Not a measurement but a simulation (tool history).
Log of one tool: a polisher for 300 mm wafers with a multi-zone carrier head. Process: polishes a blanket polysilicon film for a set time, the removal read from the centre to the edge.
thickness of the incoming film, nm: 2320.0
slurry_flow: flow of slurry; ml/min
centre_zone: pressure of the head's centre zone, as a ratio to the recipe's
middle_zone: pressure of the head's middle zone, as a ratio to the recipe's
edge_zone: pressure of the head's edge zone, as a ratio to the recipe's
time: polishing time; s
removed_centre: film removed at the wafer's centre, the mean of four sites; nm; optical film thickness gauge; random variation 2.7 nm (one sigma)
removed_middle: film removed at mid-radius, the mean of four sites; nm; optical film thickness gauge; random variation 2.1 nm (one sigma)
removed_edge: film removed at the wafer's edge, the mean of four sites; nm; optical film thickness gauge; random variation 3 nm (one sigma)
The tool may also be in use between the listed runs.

run	hour	slurry_flow	centre_zone	middle_zone	edge_zone	time	removed_centre	removed_middle	removed_edge
1	0	170	1	1	1	31	237.68	231.2	238.5
2	8.1	175	1.02	0.99	1.02	32	249.97	236.78	249.85
3	11.4	180	1.04	0.98	1.04	33	262.62	243.09	259.71
4	18.6	180	1.04	0.98	1.1	33	265.23	242.8	266.62
5	26.3	185	1.05	0.97	1.11	34	273.75	253.39	278.86
6	34.8	190	1.07	0.96	1.12	35	287.89	253.4	287.88
7	40.2	195	1.08	0.96	1.13	36	298.3	264.04	303.23
8	46.5	200	1.09	0.96	1.12	37	311.87	273.41	305.45
9	53.8	200	1.1	0.95	1.13	38	321.89	277.26	316.1
10	62.9	200	1.11	0.95	1.14	39	332.74	285.54	329.97

The next listed run, before its measurement:
11	63.7	250	1.19	0.92	1.19	41	?	?	?

{"run 11": {"removed_centre": 392.09, "removed_middle": 296.56, "removed_edge": 360.2}}

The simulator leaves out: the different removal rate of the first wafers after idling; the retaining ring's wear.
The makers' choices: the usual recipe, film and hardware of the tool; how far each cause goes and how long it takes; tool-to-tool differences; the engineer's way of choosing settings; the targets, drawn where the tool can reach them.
